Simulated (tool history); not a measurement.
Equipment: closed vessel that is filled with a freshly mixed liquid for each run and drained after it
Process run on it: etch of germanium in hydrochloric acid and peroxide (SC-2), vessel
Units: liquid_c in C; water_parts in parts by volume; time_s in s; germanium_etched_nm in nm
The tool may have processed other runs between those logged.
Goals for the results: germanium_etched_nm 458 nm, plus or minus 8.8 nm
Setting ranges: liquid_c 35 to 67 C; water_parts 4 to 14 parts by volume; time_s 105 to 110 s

run  hour  liquid_c  water_parts  time_s  germanium_etched_nm
  1     0        51          7.5     105               338.42
  2   7.2      54.5          7.5     105               377.03
  3  10.3      56.5          7.5     105               399.87
  4  18.3      56.5          9.5     105               394.03
  5  25.9      56.5          9.5     105               395.66
  6  32.1        58          9.5     105               413.71
  7  37.4        59          9.5     105               424.92
  8  39.8        59          9.5     105               423.05
  9  44.5        60          9.5     105               437.57
 10  50.9      60.5          9.5     105               443.43
 11  55.7      60.5          9.5     105               440.26
 12    61      60.5          9.5     105               442.36

5 candidate next runs follow, results not yet known. Just one meets every target within its allowed miss. Identify it.
  A  66.3      59.5           12     105                    ?
  B  66.3      61.5           10     110                    ?
  C  66.3      62.5         12.5     105                    ?
  D  66.3      62.5          8.5     105                    ?
  E  66.3        61            8     110                    ?

move  germanium_etched_nm
   A               417.99
   B               474.63
   C               453.23
   D               474.11
   E               477.81
A: moves away from the targets compared with the last run
B: moves the result that the last run missed by most past its target, out the other side
C: every result within its allowed miss
D: moves the result that the last run missed by most past its target, out the other side
E: moves the result that the last run missed by most past its target, out the other side
The right move is C.

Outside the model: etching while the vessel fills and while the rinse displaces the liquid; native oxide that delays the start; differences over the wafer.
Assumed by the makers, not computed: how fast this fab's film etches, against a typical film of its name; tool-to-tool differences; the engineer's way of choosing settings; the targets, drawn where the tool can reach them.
